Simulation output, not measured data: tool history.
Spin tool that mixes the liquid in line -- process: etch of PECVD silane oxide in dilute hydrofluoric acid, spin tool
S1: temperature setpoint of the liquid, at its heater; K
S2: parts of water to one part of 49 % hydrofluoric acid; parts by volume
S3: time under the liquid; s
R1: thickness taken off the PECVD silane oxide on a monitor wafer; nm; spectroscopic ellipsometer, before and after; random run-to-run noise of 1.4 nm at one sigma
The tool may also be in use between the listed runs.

run  hour      S1   S2   S3      R1
  1     0  293.15  175  200  38.901
  2   3.6  294.65  150  200  49.955
  3  12.3  295.65  130  200  60.792
  4  19.5  294.15  130  200  56.714
  5  24.8  295.15  115  200   69.13
  6  29.9  297.15  115  200  74.547
  7  34.4  297.65  100  200  87.465
  8  43.1  298.15   90  200  102.34
  9  43.8  298.65   85  200  110.83
 10  44.9  299.15   80  200  122.17

Run 11 has not been measured yet. What should we expect?
 11  48.8  299.65  75  200   ?

R1: 133.07 nm
